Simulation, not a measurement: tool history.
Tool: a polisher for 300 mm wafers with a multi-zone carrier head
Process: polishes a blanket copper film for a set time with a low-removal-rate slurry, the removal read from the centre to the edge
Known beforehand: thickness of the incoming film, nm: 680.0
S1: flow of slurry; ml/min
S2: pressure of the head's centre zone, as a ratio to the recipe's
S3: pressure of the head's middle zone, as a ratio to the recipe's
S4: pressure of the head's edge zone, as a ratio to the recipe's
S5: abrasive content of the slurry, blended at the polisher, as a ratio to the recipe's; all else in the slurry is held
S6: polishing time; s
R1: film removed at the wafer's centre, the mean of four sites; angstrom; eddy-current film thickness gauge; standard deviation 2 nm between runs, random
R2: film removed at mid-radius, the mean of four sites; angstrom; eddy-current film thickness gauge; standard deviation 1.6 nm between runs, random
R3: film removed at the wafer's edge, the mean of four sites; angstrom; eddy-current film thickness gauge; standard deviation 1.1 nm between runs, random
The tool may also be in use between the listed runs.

Run 1, hour 0: S1 295 ml/min, S2 1, S3 1, S4 1, S5 1, S6 52 s. Result: R1 2188.5 angstrom, R2 2191.1 angstrom, R3 2141 angstrom.
Run 2, hour 8.6: S1 295 ml/min, S2 1, S3 1, S4 0.95, S5 1, S6 52 s. Result: R1 2188.8 angstrom, R2 2148.8 angstrom, R3 2061.2 angstrom.
Run 3, hour 10.8: S1 295 ml/min, S2 1, S3 1, S4 0.95, S5 0.85, S6 52 s. Result: R1 2093 angstrom, R2 2082.6 angstrom, R3 2003.6 angstrom.
Run 4, hour 19.1: S1 365 ml/min, S2 1, S3 1, S4 0.95, S5 0.85, S6 52 s. Result: R1 2157.9 angstrom, R2 2135.5 angstrom, R3 2008.3 angstrom.
Run 5, hour 22.5: S1 365 ml/min, S2 1, S3 1, S4 0.92, S5 0.85, S6 52 s. Result: R1 2101.5 angstrom, R2 2119.7 angstrom, R3 1974.9 angstrom.
Run 6, hour 28.4: S1 360 ml/min, S2 0.98, S3 0.97, S4 0.91, S5 0.75, S6 48 s. Result: R1 1876.3 angstrom, R2 1865.5 angstrom, R3 1773.5 angstrom.
Run 7, hour 35: S1 330 ml/min, S2 0.88, S3 0.87, S4 0.84, S5 0.5, S6 38 s. Result: R1 1205.1 angstrom, R2 1217.1 angstrom, R3 1239 angstrom.
Run 8, hour 43.6: S1 335 ml/min, S2 0.9, S3 0.89, S4 0.87, S5 0.55, S6 38 s. Result: R1 1303.7 angstrom, R2 1267.3 angstrom, R3 1269.2 angstrom.
Run 9, hour 49.9: S1 335 ml/min, S2 0.89, S3 0.9, S4 0.89, S5 0.6, S6 38 s. Result: R1 1262.9 angstrom, R2 1294.8 angstrom, R3 1332.6 angstrom.
Run 10, hour 54.9: S1 335 ml/min, S2 0.89, S3 0.9, S4 0.89, S5 0.6, S6 38 s. Result: R1 1280.7 angstrom, R2 1286.2 angstrom, R3 1324.8 angstrom.

Expected results for the next run?
Run 11, hour 59.5: S1 340 ml/min, S2 0.9, S3 0.91, S4 0.9, S5 0.6, S6 38 s. Result: R1 ?, R2 ?, R3 ?.

R1: 1293.2 angstrom
R2: 1314 angstrom
R3: 1334.8 angstrom

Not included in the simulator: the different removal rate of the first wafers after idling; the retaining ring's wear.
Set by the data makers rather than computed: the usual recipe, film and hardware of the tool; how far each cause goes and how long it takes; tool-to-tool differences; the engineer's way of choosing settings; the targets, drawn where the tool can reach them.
